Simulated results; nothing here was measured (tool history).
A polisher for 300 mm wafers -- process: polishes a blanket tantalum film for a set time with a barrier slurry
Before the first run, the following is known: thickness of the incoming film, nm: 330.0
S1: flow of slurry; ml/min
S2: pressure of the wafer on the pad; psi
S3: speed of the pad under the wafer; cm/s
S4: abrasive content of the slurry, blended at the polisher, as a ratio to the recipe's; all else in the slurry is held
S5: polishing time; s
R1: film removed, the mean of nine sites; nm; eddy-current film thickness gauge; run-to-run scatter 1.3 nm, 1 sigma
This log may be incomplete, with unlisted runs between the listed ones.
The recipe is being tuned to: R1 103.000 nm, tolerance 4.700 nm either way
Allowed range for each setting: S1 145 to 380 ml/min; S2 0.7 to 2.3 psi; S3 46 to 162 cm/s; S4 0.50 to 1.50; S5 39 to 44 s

run 1 hour=0.0 | S1=245 S2=1.5 S3=104 S4=1.00 S5=44 | R1=65.575
run 2 hour=5.9 | S1=245 S2=1.7 S3=104 S4=1.00 S5=44 | R1=72.970
run 3 hour=9.4 | S1=245 S2=1.7 S3=104 S4=1.15 S5=44 | R1=73.767
run 4 hour=18.4 | S1=245 S2=1.8 S3=104 S4=1.15 S5=44 | R1=78.656
run 5 hour=19.2 | S1=245 S2=1.9 S3=104 S4=1.15 S5=44 | R1=83.255
run 6 hour=20.6 | S1=245 S2=2.0 S3=104 S4=1.15 S5=44 | R1=87.605
run 7 hour=22.0 | S1=245 S2=2.1 S3=104 S4=1.15 S5=44 | R1=93.959
run 8 hour=30.9 | S1=245 S2=2.2 S3=104 S4=1.15 S5=44 | R1=97.318

Next run, 5 choices. One meets every target within its allowed miss, the rest don't. Which?
run A hour=39.8 | S1=305 S2=2.3 S3=96 S4=1.25 S5=41 | R1=?
run B hour=39.8 | S1=205 S2=1.9 S3=114 S4=1.35 S5=44 | R1=?
run C hour=39.8 | S1=240 S2=2.3 S3=118 S4=1.35 S5=39 | R1=?
run D hour=39.8 | S1=265 S2=2.3 S3=120 S4=1.10 S5=44 | R1=?
run E hour=39.8 | S1=300 S2=2.3 S3=98 S4=1.25 S5=42 | R1=?

move=A R1=89.845
move=B R1=92.710
move=C R1=103.620
move=D R1=115.310
move=E R1=93.760
A: its largest miss is bigger than the last run's
B: its largest miss is bigger than the last run's
C: hits every target within its allowed miss
D: takes the result that was furthest off past its target
E: its largest miss is bigger than the last run's
Answer: C

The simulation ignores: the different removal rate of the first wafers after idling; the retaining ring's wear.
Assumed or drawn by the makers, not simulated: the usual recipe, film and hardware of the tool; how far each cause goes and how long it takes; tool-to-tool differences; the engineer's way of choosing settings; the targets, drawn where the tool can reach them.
